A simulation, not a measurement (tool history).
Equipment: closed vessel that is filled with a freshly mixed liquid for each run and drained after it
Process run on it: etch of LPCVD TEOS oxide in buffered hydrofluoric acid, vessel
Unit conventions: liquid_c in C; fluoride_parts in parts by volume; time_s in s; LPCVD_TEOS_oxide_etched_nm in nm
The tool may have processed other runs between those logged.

run  hour  liquid_c  fluoride_parts  time_s  LPCVD_TEOS_oxide_etched_nm
  1     0        21              17      30                      37.893
  2   1.1      20.5              17      30                      36.943
  3   3.2      23.5              17      30                      43.868
  4   8.1      22.5              17      30                      41.392
  5    14      21.5              17      30                      39.275
  6  18.4        21              17      30                      38.103
  7  20.8      20.5              17      30                      36.862
  8  26.6      20.5              17      30                      36.963
  9  31.4        20              17      30                      35.868

What does the tool deliver on the next run?
 10  32.3      19.5              17      30                           ?

For run 10 the tool returned LPCVD_TEOS_oxide_etched_nm 35.093 nm.
